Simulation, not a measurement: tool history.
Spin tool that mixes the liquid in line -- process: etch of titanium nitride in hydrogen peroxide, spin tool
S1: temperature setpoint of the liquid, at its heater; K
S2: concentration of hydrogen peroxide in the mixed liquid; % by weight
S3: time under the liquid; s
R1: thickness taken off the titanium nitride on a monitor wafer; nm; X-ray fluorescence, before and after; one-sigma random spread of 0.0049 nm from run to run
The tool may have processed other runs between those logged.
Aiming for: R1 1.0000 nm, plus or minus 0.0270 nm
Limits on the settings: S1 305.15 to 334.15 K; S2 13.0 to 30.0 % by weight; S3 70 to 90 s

run  hour      S1    S2  S3      R1
  1   0.0  318.15  24.0  90  2.6075
  2   3.7  318.15  28.5  90  2.7046
  3  11.1  324.65  28.5  90  4.3740
  4  15.1  324.65  30.0  90  4.4334
  5  19.8  320.15  29.5  90  3.1394
  6  21.2  320.15  29.5  70  2.4576
  7  23.5  317.65  29.5  70  2.0663
  8  25.7  309.65  29.0  70  1.1048
  9  32.8  309.15  29.0  70  1.0656

5 candidate next runs follow, results not yet known. Just one meets every target within its allowed miss. Identify it.
  A  39.9  308.65  26.5  70   ?
  B  39.9  307.65  30.0  85   ?
  C  39.9  308.65  27.0  75   ?
  D  39.9  309.65  30.0  70   ?
  E  39.9  309.65  29.0  70   ?

move      R1
   A  1.0058
   B  1.1592
   C  1.0820
   D  1.1184
   E  1.1101
A: in spec on every target
B: lands further from the targets than the last run did
C: lands further from the targets than the last run did
D: lands further from the targets than the last run did
E: lands further from the targets than the last run did
A meets every target.
